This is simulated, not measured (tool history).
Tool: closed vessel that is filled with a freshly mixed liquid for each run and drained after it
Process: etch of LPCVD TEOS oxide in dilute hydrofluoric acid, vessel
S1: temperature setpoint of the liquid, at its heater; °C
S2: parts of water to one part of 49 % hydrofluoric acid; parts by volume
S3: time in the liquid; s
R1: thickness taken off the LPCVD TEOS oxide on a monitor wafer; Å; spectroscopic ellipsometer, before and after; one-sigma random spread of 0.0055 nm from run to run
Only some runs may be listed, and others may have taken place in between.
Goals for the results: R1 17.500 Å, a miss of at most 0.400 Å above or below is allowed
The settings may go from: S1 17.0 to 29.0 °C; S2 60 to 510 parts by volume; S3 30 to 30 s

Run 1, hour 0.0: S1 21.0 °C, S2 285 parts by volume, S3 30 s. Result: R1 39.198 Å.
Run 2, hour 4.9: S1 20.5 °C, S2 305 parts by volume, S3 30 s. Result: R1 35.513 Å.
Run 3, hour 8.1: S1 20.5 °C, S2 360 parts by volume, S3 30 s. Result: R1 28.660 Å.
Run 4, hour 15.2: S1 20.5 °C, S2 290 parts by volume, S3 30 s. Result: R1 37.773 Å.
Run 5, hour 19.4: S1 20.5 °C, S2 290 parts by volume, S3 30 s. Result: R1 37.906 Å.
Run 6, hour 27.6: S1 20.5 °C, S2 245 parts by volume, S3 30 s. Result: R1 46.686 Å.
Run 7, hour 28.5: S1 20.0 °C, S2 270 parts by volume, S3 30 s. Result: R1 40.574 Å.
Run 8, hour 33.0: S1 19.5 °C, S2 290 parts by volume, S3 30 s. Result: R1 36.330 Å.
Run 9, hour 38.7: S1 19.0 °C, S2 310 parts by volume, S3 30 s. Result: R1 32.919 Å.
Run 10, hour 41.8: S1 19.0 °C, S2 325 parts by volume, S3 30 s. Result: R1 30.945 Å.
Run 11, hour 46.2: S1 19.0 °C, S2 340 parts by volume, S3 30 s. Result: R1 29.248 Å.
Run 12, hour 54.0: S1 19.0 °C, S2 355 parts by volume, S3 30 s. Result: R1 27.678 Å.
Run 13, hour 60.1: S1 19.0 °C, S2 365 parts by volume, S3 30 s. Result: R1 26.626 Å.
Run 14, hour 61.1: S1 17.0 °C, S2 460 parts by volume, S3 30 s. Result: R1 18.277 Å.
Run 15, hour 65.4: S1 17.0 °C, S2 465 parts by volume, S3 30 s. Result: R1 18.000 Å.

Which of these 4 next moves meets every target?
Run A, hour 69.7: S1 17.0 °C, S2 460 parts by volume, S3 30 s. Result: R1 ?.
Run B, hour 69.7: S1 17.5 °C, S2 465 parts by volume, S3 30 s. Result: R1 ?.
Run C, hour 69.7: S1 17.5 °C, S2 480 parts by volume, S3 30 s. Result: R1 ?.
Run D, hour 69.7: S1 17.0 °C, S2 450 parts by volume, S3 30 s. Result: R1 ?.

move      R1
   A  18.218
   B  18.272
   C  17.503
   D  18.763
A: the biggest miss grows against the last run
B: the biggest miss grows against the last run
C: all results in spec
D: the biggest miss grows against the last run
C is the move that brings every result within its allowed miss.

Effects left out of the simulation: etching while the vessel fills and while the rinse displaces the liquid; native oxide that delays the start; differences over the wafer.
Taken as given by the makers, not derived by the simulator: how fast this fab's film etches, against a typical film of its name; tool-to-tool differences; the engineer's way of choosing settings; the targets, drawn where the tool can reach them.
